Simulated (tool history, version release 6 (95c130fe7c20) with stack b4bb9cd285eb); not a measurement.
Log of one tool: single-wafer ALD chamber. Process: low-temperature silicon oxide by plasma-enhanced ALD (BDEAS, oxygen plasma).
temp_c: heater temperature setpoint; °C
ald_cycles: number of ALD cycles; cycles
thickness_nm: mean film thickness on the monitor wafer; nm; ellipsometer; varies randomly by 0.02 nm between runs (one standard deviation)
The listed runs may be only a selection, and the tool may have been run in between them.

{"run": 1, "hour": 0.0, "temp_c": 115, "ald_cycles": 36, "thickness_nm": 4.9468}
{"run": 2, "hour": 2.8, "temp_c": 115, "ald_cycles": 40, "thickness_nm": 5.5054}
{"run": 3, "hour": 4.3, "temp_c": 108, "ald_cycles": 40, "thickness_nm": 5.6054}
{"run": 4, "hour": 12.6, "temp_c": 111, "ald_cycles": 38, "thickness_nm": 5.2203}
{"run": 5, "hour": 14.6, "temp_c": 111, "ald_cycles": 37, "thickness_nm": 5.1394}
{"run": 6, "hour": 15.7, "temp_c": 114, "ald_cycles": 36, "thickness_nm": 4.994}

Run 7 has not been measured yet. What should we expect?
{"run": 7, "hour": 18.7, "temp_c": 115, "ald_cycles": 35, "thickness_nm": "?"}

For run 7 the tool returned thickness_nm 4.8147 nm.
